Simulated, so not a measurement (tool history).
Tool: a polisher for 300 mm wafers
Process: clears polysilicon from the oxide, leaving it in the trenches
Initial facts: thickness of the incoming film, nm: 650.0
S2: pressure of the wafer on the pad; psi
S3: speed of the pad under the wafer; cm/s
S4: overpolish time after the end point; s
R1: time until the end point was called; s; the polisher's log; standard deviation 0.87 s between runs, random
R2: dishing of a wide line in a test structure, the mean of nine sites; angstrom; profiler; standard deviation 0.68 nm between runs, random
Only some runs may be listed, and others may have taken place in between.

{"run": 1, "hour": 0.0, "flow of slurry (ml/min)": 180, "S2": 1.8, "S3": 88, "S4": 30, "R1": 100.04, "R2": 769.4}
{"run": 2, "hour": 8.6, "flow of slurry (ml/min)": 180, "S2": 1.8, "S3": 88, "S4": 26, "R1": 100.61, "R2": 762.84}
{"run": 3, "hour": 12.5, "flow of slurry (ml/min)": 180, "S2": 1.8, "S3": 100, "S4": 26, "R1": 89.993, "R2": 809.62}
{"run": 4, "hour": 20.9, "flow of slurry (ml/min)": 180, "S2": 1.4, "S3": 100, "S4": 26, "R1": 108.64, "R2": 761.83}
{"run": 5, "hour": 27.5, "flow of slurry (ml/min)": 200, "S2": 1.6, "S3": 90, "S4": 23, "R1": 107.59, "R2": 717.08}
{"run": 6, "hour": 33.4, "flow of slurry (ml/min)": 200, "S2": 1.6, "S3": 90, "S4": 17, "R1": 107.57, "R2": 641.28}
{"run": 7, "hour": 40.6, "flow of slurry (ml/min)": 215, "S2": 1.7, "S3": 82, "S4": 16, "R1": 110.26, "R2": 602.61}
{"run": 8, "hour": 43.6, "flow of slurry (ml/min)": 265, "S2": 2.2, "S3": 58, "S4": 9, "R1": 117.03, "R2": 410.97}
{"run": 9, "hour": 49.6, "flow of slurry (ml/min)": 265, "S2": 2.2, "S3": 58, "S4": 9, "R1": 116.02, "R2": 422.52}
{"run": 10, "hour": 50.9, "flow of slurry (ml/min)": 265, "S2": 2.2, "S3": 58, "S4": 10, "R1": 115.96, "R2": 443.39}
{"run": 11, "hour": 58.2, "flow of slurry (ml/min)": 265, "S2": 2.4, "S3": 58, "S4": 11, "R1": 107.65, "R2": 480.53}
{"run": 12, "hour": 65.2, "flow of slurry (ml/min)": 270, "S2": 2.4, "S3": 58, "S4": 11, "R1": 106.8, "R2": 489.57}
{"run": 13, "hour": 67.6, "flow of slurry (ml/min)": 275, "S2": 2.4, "S3": 58, "S4": 11, "R1": 107.78, "R2": 491.92}
{"run": 14, "hour": 70.4, "flow of slurry (ml/min)": 250, "S2": 2.4, "S3": 58, "S4": 11, "R1": 108.37, "R2": 484.07}

For run 15, what comes out?
{"run": 15, "hour": 73.3, "flow of slurry (ml/min)": 255, "S2": 2.4, "S3": 58, "S4": 11, "R1": "?", "R2": "?"}

{"run 15": {"R1": 108.24, "R2": 486.28}}
